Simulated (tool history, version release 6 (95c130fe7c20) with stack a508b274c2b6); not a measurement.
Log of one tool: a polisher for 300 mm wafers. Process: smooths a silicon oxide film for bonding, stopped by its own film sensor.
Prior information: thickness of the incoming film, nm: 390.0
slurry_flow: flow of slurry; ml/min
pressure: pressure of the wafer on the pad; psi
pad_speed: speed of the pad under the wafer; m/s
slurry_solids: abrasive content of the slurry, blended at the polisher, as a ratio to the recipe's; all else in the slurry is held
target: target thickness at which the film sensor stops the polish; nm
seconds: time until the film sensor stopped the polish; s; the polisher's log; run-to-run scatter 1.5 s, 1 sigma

Run 1, hour 0: slurry_flow 310 ml/min, pressure 2 psi, pad_speed 0.84 m/s, slurry_solids 1, target 340 nm. Result: seconds 78.551 s.
Run 2, hour 2.5: slurry_flow 310 ml/min, pressure 2 psi, pad_speed 0.98 m/s, slurry_solids 1, target 340 nm. Result: seconds 71.382 s.
Run 3, hour 5.7: slurry_flow 310 ml/min, pressure 1.8 psi, pad_speed 0.96 m/s, slurry_solids 1, target 340 nm. Result: seconds 81.563 s.
Run 4, hour 13.3: slurry_flow 310 ml/min, pressure 2.2 psi, pad_speed 0.96 m/s, slurry_solids 1, target 340 nm. Result: seconds 65.669 s.
Run 5, hour 15.8: slurry_flow 310 ml/min, pressure 2.2 psi, pad_speed 0.96 m/s, slurry_solids 1, target 344 nm. Result: seconds 60.651 s.
Run 6, hour 23: slurry_flow 310 ml/min, pressure 2.2 psi, pad_speed 0.96 m/s, slurry_solids 1, target 340 nm. Result: seconds 67.057 s.
Run 7, hour 23.8: slurry_flow 310 ml/min, pressure 2 psi, pad_speed 0.94 m/s, slurry_solids 1, target 340 nm. Result: seconds 72.203 s.
Run 8, hour 26.6: slurry_flow 310 ml/min, pressure 1.8 psi, pad_speed 0.92 m/s, slurry_solids 1, target 340 nm. Result: seconds 81.844 s.

Run 9 has not been measured yet. What should we expect?
Run 9, hour 32.6: slurry_flow 310 ml/min, pressure 1.6 psi, pad_speed 0.9 m/s, slurry_solids 1, target 340 nm. Result: seconds ?.

Run 9 gave seconds 92.919 s.
